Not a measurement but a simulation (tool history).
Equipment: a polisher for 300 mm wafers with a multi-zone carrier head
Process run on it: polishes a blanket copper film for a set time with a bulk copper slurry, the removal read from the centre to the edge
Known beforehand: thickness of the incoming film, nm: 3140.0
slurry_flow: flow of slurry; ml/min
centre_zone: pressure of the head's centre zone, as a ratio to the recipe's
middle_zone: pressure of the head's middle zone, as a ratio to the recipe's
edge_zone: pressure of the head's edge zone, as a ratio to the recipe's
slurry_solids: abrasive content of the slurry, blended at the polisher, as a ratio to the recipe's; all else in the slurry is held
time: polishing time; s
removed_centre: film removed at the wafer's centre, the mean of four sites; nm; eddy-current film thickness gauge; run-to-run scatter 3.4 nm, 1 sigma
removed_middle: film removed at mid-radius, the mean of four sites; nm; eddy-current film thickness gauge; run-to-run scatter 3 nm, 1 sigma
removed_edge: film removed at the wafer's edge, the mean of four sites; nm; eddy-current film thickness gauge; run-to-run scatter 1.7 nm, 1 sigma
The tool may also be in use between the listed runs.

run,hour,slurry_flow,centre_zone,middle_zone,edge_zone,slurry_solids,time,removed_centre,removed_middle,removed_edge
1,0.0,260,1.00,1.00,1.00,1.00,77,382.51,398.93,395.83
2,7.2,255,1.01,0.97,0.96,0.85,69,338.69,338.10,337.37
3,10.1,250,1.01,0.95,0.93,0.75,63,304.28,290.18,297.32
4,12.6,250,1.01,0.87,0.93,0.75,63,299.57,270.08,292.45
# hour 20.3: worn pad replaced by a new one
5,20.3,250,1.00,0.88,0.90,0.70,60,308.12,294.52,309.23
6,23.4,185,1.00,0.88,0.90,0.70,60,302.34,277.24,297.36
7,29.8,185,1.00,0.88,0.90,0.70,60,298.02,276.30,296.67
8,31.0,190,1.02,0.92,0.93,0.65,56,282.20,267.08,276.68
9,33.9,190,1.04,0.93,0.95,0.60,53,268.35,249.49,264.15
10,41.7,190,1.05,0.95,0.95,0.55,50,251.67,237.34,244.25

Run 11 comes next. What will it give?
11,50.3,190,1.06,0.96,0.95,0.55,49,?,?,?

{"run 11": {"removed_centre": 256.29, "removed_middle": 232.27, "removed_edge": 237.11}}
